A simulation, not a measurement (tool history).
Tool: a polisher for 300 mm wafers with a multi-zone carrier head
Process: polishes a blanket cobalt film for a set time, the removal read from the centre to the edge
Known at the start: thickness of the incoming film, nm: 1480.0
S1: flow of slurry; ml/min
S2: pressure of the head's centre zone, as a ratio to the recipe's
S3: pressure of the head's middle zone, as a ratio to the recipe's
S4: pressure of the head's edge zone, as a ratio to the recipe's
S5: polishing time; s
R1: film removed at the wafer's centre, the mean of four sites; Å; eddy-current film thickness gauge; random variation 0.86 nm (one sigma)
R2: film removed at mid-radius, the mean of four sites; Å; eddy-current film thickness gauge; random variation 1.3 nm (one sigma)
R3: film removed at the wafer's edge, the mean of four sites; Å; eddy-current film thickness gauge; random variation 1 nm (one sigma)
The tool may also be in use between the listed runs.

run,hour,S1,S2,S3,S4,S5,R1,R2,R3
1,0,195,1,1,1,38,1602.2,1634.9,1633.7
2,8.5,190,1.02,0.95,0.97,34,1505.3,1373.7,1456.1
3,16.5,185,1.02,0.93,0.93,31,1362.8,1283.2,1274.5
4,20.5,175,1.03,0.9,0.93,30,1299.8,1179.9,1274.7
5,28.3,175,1.05,0.88,0.9,29,1274.2,1131.7,1190
6,31.6,175,1.05,0.88,0.82,29,1281.7,1126.1,1148.9
7,36.8,165,1.06,0.86,0.82,29,1278.1,1115.6,1141.4
8,37.5,165,1.06,0.86,0.82,29,1284,1100.1,1136
9,41,155,1.07,0.85,0.83,29,1289.1,1090.7,1138.5

The next listed run, before its measurement:
# hour 41.9: worn pad replaced by a new one
10,41.9,150,1.07,0.84,0.84,28,?,?,?

Run 10 gave R1 1308.9 Å, R2 1099.5 Å, R3 1162.6 Å.
